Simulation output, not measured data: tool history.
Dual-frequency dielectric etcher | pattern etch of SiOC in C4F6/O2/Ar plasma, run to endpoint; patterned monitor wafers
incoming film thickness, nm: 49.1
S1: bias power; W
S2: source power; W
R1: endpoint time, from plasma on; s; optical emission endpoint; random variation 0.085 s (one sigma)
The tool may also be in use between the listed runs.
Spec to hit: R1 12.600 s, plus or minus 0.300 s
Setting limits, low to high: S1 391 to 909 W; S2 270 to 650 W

run	day	S1	S2	R1
1	0.000	650	460	13.858
2	0.317	672	460	13.709
3	0.667	585	460	14.138
4	0.796	625	460	13.997
5	0.862	625	420	14.431
6	0.925	581	420	14.717
7	1.283	711	490	13.108
8	1.592	721	490	13.120
9	1.779	731	490	13.033
10	2.042	740	490	12.968
11	2.158	747	490	13.167

Which single option among these 4 for the next run brings every result within its allowed miss of target? Just one does.
A	2.275	680	480	?
B	2.275	701	450	?
C	2.275	690	410	?
D	2.275	735	540	?

move	R1
A	13.508
B	13.683
C	14.197
D	12.659
A: its largest miss is bigger than the last run's
B: its largest miss is bigger than the last run's
C: its largest miss is bigger than the last run's
D: hits every target within its allowed miss
Move D is the one to make.
